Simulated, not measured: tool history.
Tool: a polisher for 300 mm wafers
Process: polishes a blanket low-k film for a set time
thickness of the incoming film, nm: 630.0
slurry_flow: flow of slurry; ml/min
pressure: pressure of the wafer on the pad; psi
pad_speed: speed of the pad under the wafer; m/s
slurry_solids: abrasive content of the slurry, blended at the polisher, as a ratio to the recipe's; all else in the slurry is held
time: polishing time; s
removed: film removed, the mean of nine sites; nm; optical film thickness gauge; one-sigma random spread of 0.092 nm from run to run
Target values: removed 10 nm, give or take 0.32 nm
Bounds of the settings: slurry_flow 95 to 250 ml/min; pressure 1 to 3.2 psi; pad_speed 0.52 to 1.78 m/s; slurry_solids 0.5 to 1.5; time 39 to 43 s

{"run": 1, "hour": 0.0, "slurry_flow": 160, "pressure": 2.1, "pad_speed": 1.14, "slurry_solids": 1, "time": 43, "removed": 17.647}
{"run": 2, "hour": 1.6, "slurry_flow": 155, "pressure": 1.8, "pad_speed": 1.14, "slurry_solids": 1, "time": 43, "removed": 14.976}
{"run": 3, "hour": 4.5, "slurry_flow": 185, "pressure": 1.8, "pad_speed": 1.14, "slurry_solids": 1, "time": 43, "removed": 15.602}
{"run": 4, "hour": 10.3, "slurry_flow": 175, "pressure": 1.6, "pad_speed": 1.14, "slurry_solids": 1, "time": 43, "removed": 13.594}
{"run": 5, "hour": 16.7, "slurry_flow": 170, "pressure": 1.5, "pad_speed": 1.14, "slurry_solids": 1, "time": 43, "removed": 13.109}
{"run": 6, "hour": 22.5, "slurry_flow": 210, "pressure": 1.5, "pad_speed": 1.14, "slurry_solids": 1, "time": 43, "removed": 13.46}
{"run": 7, "hour": 24.0, "slurry_flow": 205, "pressure": 1.4, "pad_speed": 1.14, "slurry_solids": 1, "time": 43, "removed": 12.604}
{"run": 8, "hour": 26.6, "slurry_flow": 205, "pressure": 1.3, "pad_speed": 1.14, "slurry_solids": 1, "time": 43, "removed": 11.873}
{"run": 9, "hour": 28.9, "slurry_flow": 200, "pressure": 1.2, "pad_speed": 1.14, "slurry_solids": 1, "time": 43, "removed": 10.805}
{"run": 10, "hour": 35.3, "slurry_flow": 195, "pressure": 1.2, "pad_speed": 1.14, "slurry_solids": 1, "time": 43, "removed": 10.901}
{"run": 11, "hour": 36.2, "slurry_flow": 190, "pressure": 1.2, "pad_speed": 1.14, "slurry_solids": 1, "time": 43, "removed": 10.673}
{"run": 12, "hour": 44.7, "slurry_flow": 185, "pressure": 1.2, "pad_speed": 1.14, "slurry_solids": 1, "time": 43, "removed": 10.837}
{"run": 13, "hour": 47.1, "slurry_flow": 180, "pressure": 1.2, "pad_speed": 1.14, "slurry_solids": 1, "time": 43, "removed": 10.751}

Consider the 5 candidate settings below. Which is the only one whose results all fall within their allowed miss of target?
{"run": "A", "hour": 49.5, "slurry_flow": 165, "pressure": 1.4, "pad_speed": 1.02, "slurry_solids": 1, "time": 39, "removed": "?"}
{"run": "B", "hour": 49.5, "slurry_flow": 175, "pressure": 1.4, "pad_speed": 1.14, "slurry_solids": 0.9, "time": 39, "removed": "?"}
{"run": "C", "hour": 49.5, "slurry_flow": 165, "pressure": 1.4, "pad_speed": 1.1, "slurry_solids": 0.95, "time": 43, "removed": "?"}
{"run": "D", "hour": 49.5, "slurry_flow": 165, "pressure": 1.1, "pad_speed": 1.48, "slurry_solids": 0.95, "time": 42, "removed": "?"}
{"run": "E", "hour": 49.5, "slurry_flow": 185, "pressure": 1.4, "pad_speed": 1.14, "slurry_solids": 0.95, "time": 43, "removed": "?"}

move=A removed=10.189
move=B removed=10.746
move=C removed=11.674
move=D removed=11.714
move=E removed=12.237
A: each result inside its tolerance
B: about as far from the targets as the last run
C: further off than the last run
D: further off than the last run
E: further off than the last run
A is the move that brings every result within its allowed miss.
